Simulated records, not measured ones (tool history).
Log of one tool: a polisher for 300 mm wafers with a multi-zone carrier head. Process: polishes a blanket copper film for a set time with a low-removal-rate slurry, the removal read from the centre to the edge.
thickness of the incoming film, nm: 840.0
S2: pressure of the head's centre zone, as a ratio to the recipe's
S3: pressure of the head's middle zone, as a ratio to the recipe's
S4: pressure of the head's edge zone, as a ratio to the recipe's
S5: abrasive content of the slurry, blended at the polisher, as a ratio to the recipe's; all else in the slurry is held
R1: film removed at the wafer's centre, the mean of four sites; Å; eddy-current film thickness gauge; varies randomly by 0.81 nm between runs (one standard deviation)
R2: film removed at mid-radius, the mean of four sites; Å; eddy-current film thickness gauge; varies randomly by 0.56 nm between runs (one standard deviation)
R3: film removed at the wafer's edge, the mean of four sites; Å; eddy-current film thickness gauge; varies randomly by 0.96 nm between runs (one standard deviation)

Run 1, day 0.000: flow of slurry (ml/min) 125, S2 1.00, S3 1.00, S4 1.00, S5 1.00, polishing time (s) 52. Result: R1 1146.80 Å, R2 1160.20 Å, R3 1127.00 Å.
Run 2, day 0.221: flow of slurry (ml/min) 120, S2 1.00, S3 1.00, S4 0.94, S5 0.85, polishing time (s) 50. Result: R1 1043.40 Å, R2 1052.90 Å, R3 1028.30 Å.
Run 3, day 0.271: flow of slurry (ml/min) 135, S2 1.00, S3 1.00, S4 0.94, S5 0.85, polishing time (s) 50. Result: R1 1068.50 Å, R2 1087.10 Å, R3 1037.90 Å.
Run 4, day 0.483: flow of slurry (ml/min) 135, S2 0.94, S3 1.00, S4 0.94, S5 0.85, polishing time (s) 50. Result: R1 1027.80 Å, R2 1083.80 Å, R3 1048.90 Å.
Run 5, day 0.604: flow of slurry (ml/min) 130, S2 0.98, S3 1.02, S4 0.90, S5 0.75, polishing time (s) 48. Result: R1 979.56 Å, R2 1015.70 Å, R3 930.79 Å.
Run 6, day 0.638: flow of slurry (ml/min) 130, S2 0.98, S3 1.07, S4 0.90, S5 0.75, polishing time (s) 48. Result: R1 979.49 Å, R2 1059.90 Å, R3 953.75 Å.
Run 7, day 0.896: flow of slurry (ml/min) 120, S2 0.99, S3 1.06, S4 0.87, S5 0.65, polishing time (s) 47. Result: R1 905.99 Å, R2 972.96 Å, R3 869.64 Å.

Estimate the outcome of run 8 from the log above:
At day 1.083: slurry nozzle cleaned.
Run 8, day 1.083: flow of slurry (ml/min) 120, S2 0.99, S3 1.06, S4 0.87, S5 0.65, polishing time (s) 47. Result: R1 ?, R2 ?, R3 ?.

R1: 954.41 Å
R2: 1004.50 Å
R3: 886.69 Å
